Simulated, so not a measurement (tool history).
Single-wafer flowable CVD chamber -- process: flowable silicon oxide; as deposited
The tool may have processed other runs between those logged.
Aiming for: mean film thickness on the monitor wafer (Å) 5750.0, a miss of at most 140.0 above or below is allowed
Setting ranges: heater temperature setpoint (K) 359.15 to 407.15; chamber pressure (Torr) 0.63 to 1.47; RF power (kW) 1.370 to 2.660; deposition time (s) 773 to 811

run	hour	heater temperature setpoint (K)	chamber pressure (Torr)	RF power (kW)	deposition time (s)	mean film thickness on the monitor wafer (Å)
1	0.0	383.15	1.05	2.015	811	4145.8
2	1.8	377.15	1.05	2.015	811	4901.3
3	5.1	377.15	1.05	1.790	811	4811.7
4	13.9	377.15	1.05	1.790	811	4798.8
5	17.6	377.15	1.05	1.610	811	4691.3
6	21.6	376.15	1.05	1.610	811	4835.2
7	26.5	375.15	1.05	1.610	811	4985.1
8	31.0	374.15	1.05	1.610	811	5137.9
9	32.9	373.15	1.05	1.610	811	5328.8
10	37.6	372.15	1.05	1.610	811	5453.4
11	40.9	371.15	1.05	1.610	811	5636.6

Which of these 5 next moves meets every target?
A	44.2	373.15	1.10	1.740	796	?
B	44.2	372.15	1.11	1.650	811	?
C	44.2	369.15	1.01	1.550	773	?
D	44.2	373.15	1.10	1.695	811	?
E	44.2	369.15	0.97	1.565	795	?

move	mean film thickness on the monitor wafer (Å)
A	5502.8
B	5751.1
C	5475.0
D	5575.4
E	5467.3
A: moves away from the targets compared with the last run
B: each result inside its tolerance
C: moves away from the targets compared with the last run
D: moves away from the targets compared with the last run
E: moves away from the targets compared with the last run
The right move is B.
